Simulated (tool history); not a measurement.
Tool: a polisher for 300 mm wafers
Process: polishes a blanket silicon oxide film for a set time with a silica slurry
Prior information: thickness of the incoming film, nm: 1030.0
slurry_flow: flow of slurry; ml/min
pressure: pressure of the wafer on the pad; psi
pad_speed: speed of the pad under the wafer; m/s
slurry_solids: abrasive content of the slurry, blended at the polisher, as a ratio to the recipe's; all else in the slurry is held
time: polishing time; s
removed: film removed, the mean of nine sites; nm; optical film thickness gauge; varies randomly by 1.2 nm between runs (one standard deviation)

run,day,slurry_flow,pressure,pad_speed,slurry_solids,time,removed
1,0,215,3.2,1.18,1,115,250.24
2,0.338,215,2.6,1.18,1,115,205.94
3,0.542,180,2.6,1.18,1,115,201.43
4,0.633,180,2.3,1.16,1,115,176.29
5,0.696,180,2.3,0.9,1,115,149.64
6,0.742,180,2.3,0.9,1,121,155.62
7,0.933,175,2.2,0.9,1,121,150.81

The next listed run, before its measurement:
8,1.288,170,2.1,0.9,1,121,?

Logged for run 8: removed 140.37 nm.
